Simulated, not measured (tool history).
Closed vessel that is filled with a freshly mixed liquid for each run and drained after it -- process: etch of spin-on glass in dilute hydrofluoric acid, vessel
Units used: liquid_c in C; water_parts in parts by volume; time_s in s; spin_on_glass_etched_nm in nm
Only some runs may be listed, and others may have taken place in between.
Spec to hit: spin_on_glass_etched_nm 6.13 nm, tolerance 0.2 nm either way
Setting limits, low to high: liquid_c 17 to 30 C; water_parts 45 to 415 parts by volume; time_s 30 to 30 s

| run | hour | liquid_c | water_parts | time_s | spin_on_glass_etched_nm |
|---|---|---|---|---|---|
| 1 | 0 | 22 | 230 | 30 | 3.6001 |
| 2 | 0.5 | 24 | 230 | 30 | 3.9628 |
| 3 | 8.8 | 25.5 | 230 | 30 | 4.2057 |
| 4 | 11.9 | 25.5 | 265 | 30 | 3.4686 |
| 5 | 17.7 | 25.5 | 220 | 30 | 4.4581 |
| 6 | 19.9 | 26 | 215 | 30 | 4.5858 |
| 7 | 23.2 | 26.5 | 210 | 30 | 4.7943 |
| 8 | 23.9 | 27 | 205 | 30 | 4.9361 |
|  | 29.4 | thermometer replaced |
| 9 | 29.4 | 27.5 | 200 | 30 | 5.7742 |
| 10 | 35.7 | 28 | 200 | 30 | 5.8159 |

Next run, 4 choices. One meets every target within its allowed miss, the rest don't. Which?
| A | 42 | 24.5 | 185 | 30 | ? |
| B | 42 | 27.5 | 215 | 30 | ? |
| C | 42 | 30 | 205 | 30 | ? |
| D | 42 | 29 | 215 | 30 | ? |

| move | spin_on_glass_etched_nm |
|---|---|
| A | 5.6752 |
| B | 5.2621 |
| C | 6.0919 |
| D | 5.5447 |
A: lands further from the targets than the last run did
B: lands further from the targets than the last run did
C: in spec on every target
D: lands further from the targets than the last run did
So the answer is move C, the one that meets all the targets.
